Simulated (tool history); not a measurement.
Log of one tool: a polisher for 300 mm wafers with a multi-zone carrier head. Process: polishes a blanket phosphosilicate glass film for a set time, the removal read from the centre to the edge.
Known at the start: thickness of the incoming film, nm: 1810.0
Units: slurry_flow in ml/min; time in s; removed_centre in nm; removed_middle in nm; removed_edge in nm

{"run": 1, "hour": 0.0, "slurry_flow": 150, "centre_zone": 1, "middle_zone": 1, "edge_zone": 1, "slurry_solids": 1, "time": 69, "removed_centre": 486.8, "removed_middle": 515.43, "removed_edge": 497.72}
{"run": 2, "hour": 5.8, "slurry_flow": 160, "centre_zone": 1.02, "middle_zone": 1.01, "edge_zone": 1.03, "slurry_solids": 1.05, "time": 69, "removed_centre": 531.81, "removed_middle": 531.34, "removed_edge": 517.98}
{"run": 3, "hour": 13.0, "slurry_flow": 160, "centre_zone": 0.94, "middle_zone": 1.01, "edge_zone": 1.03, "slurry_solids": 1.05, "time": 69, "removed_centre": 481.12, "removed_middle": 530.95, "removed_edge": 515.62}
{"run": 4, "hour": 19.9, "slurry_flow": 165, "centre_zone": 0.95, "middle_zone": 1.02, "edge_zone": 1.05, "slurry_solids": 1.1, "time": 69, "removed_centre": 519.46, "removed_middle": 550.23, "removed_edge": 538.25}
{"run": 5, "hour": 26.1, "slurry_flow": 170, "centre_zone": 0.95, "middle_zone": 1.04, "edge_zone": 1.07, "slurry_solids": 1.1, "time": 69, "removed_centre": 508.73, "removed_middle": 566.96, "removed_edge": 536.61}
{"run": 6, "hour": 30.0, "slurry_flow": 200, "centre_zone": 0.95, "middle_zone": 1.04, "edge_zone": 1.07, "slurry_solids": 1.1, "time": 69, "removed_centre": 511.09, "removed_middle": 570.35, "removed_edge": 549.15}
{"run": 7, "hour": 34.7, "slurry_flow": 200, "centre_zone": 0.97, "middle_zone": 1.05, "edge_zone": 1.09, "slurry_solids": 1.15, "time": 69, "removed_centre": 537.06, "removed_middle": 591.09, "removed_edge": 562.6}
{"run": 8, "hour": 35.7, "slurry_flow": 200, "centre_zone": 0.99, "middle_zone": 1.05, "edge_zone": 1.1, "slurry_solids": 1.2, "time": 69, "removed_centre": 561.93, "removed_middle": 604.49, "removed_edge": 579.83}

Run 9 comes next. What will it give?
{"run": 9, "hour": 40.6, "slurry_flow": 200, "centre_zone": 1.01, "middle_zone": 1.05, "edge_zone": 1.11, "slurry_solids": 1.2, "time": 69, "removed_centre": "?", "removed_middle": "?", "removed_edge": "?"}

Run 9 gave removed_centre 566.93 nm, removed_middle 602.79 nm, removed_edge 579.05 nm.
